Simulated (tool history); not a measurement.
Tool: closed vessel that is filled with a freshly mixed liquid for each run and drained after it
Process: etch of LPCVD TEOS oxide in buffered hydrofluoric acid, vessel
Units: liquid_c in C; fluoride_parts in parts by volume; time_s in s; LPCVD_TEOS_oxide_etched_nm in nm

run	hour	liquid_c	fluoride_parts	time_s	LPCVD_TEOS_oxide_etched_nm
1	0.0	25.0	8.0	95	665.08
2	7.5	25.0	7.0	95	777.42
3	8.7	27.5	6.5	95	949.50
4	11.5	29.0	6.0	95	1092.50
5	13.9	29.0	6.0	95	1093.40
6	17.6	30.0	5.5	95	1216.50

Run 7 comes next. What will it give?
7	22.0	30.5	5.5	95	?

LPCVD_TEOS_oxide_etched_nm: 1257.80 nm

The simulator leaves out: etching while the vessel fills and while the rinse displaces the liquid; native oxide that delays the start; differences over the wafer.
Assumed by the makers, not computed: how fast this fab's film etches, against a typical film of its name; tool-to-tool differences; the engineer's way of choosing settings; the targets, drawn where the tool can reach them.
